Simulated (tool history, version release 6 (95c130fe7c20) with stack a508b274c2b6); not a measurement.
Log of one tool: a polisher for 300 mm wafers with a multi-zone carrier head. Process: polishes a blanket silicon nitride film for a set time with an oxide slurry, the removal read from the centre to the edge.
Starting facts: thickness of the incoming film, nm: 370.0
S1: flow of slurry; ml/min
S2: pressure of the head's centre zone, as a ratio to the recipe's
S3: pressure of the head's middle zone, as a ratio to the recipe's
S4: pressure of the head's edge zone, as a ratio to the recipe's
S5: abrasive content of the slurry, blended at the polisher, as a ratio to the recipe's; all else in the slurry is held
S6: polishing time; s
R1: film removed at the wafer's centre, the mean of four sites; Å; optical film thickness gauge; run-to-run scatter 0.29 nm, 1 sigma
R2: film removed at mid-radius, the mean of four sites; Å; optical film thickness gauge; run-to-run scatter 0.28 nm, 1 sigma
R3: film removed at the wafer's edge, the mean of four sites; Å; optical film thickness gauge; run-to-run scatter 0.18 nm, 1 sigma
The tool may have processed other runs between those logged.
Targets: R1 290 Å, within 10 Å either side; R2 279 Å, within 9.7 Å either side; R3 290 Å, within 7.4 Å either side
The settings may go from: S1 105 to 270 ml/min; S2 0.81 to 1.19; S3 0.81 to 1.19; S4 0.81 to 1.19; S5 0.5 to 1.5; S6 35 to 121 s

run,hour,S1,S2,S3,S4,S5,S6,R1,R2,R3
1,0,175,1,1,1,1,78,365.24,379.14,369.53
2,5.8,175,1,1,0.96,1,78,362.34,377.79,359.43
3,13.4,170,0.99,0.98,0.95,0.95,78,354.93,363.27,347.43
4,20.3,170,0.99,1.04,0.95,0.95,78,352.63,376.53,353.06
5,26.3,170,0.99,0.96,0.95,0.95,78,357.47,357.31,348.11
6,27.6,165,0.98,0.94,0.94,0.9,78,332.97,338.98,336.57
7,32.9,160,0.98,0.93,0.93,0.9,78,327.45,329.82,333.15
8,38,160,0.98,0.92,0.92,0.9,78,328.47,330.02,333.77
9,44,160,0.98,0.91,0.91,0.9,78,332.31,327.33,331.09

Which single option among these 5 for the next run brings every result within its allowed miss of target? Just one does.
A,50,155,0.97,0.87,0.9,0.75,77,?,?,?
B,50,205,1.19,0.87,0.81,0.85,76,?,?,?
C,50,190,1.03,1.04,0.82,0.75,102,?,?,?
D,50,155,0.95,0.95,0.86,0.9,98,?,?,?
E,50,220,0.91,1.02,0.89,0.95,83,?,?,?

move,R1,R2,R3
A,289.57,276.24,290.31
B,400.85,309.04,306.12
C,425.22,438.22,377.99
D,403.47,421.5,404.01
E,360.28,413.23,373.47
A: in spec on every target
B: its largest miss is bigger than the last run's
C: its largest miss is bigger than the last run's
D: its largest miss is bigger than the last run's
E: its largest miss is bigger than the last run's
A is the move that brings every result within its allowed miss.
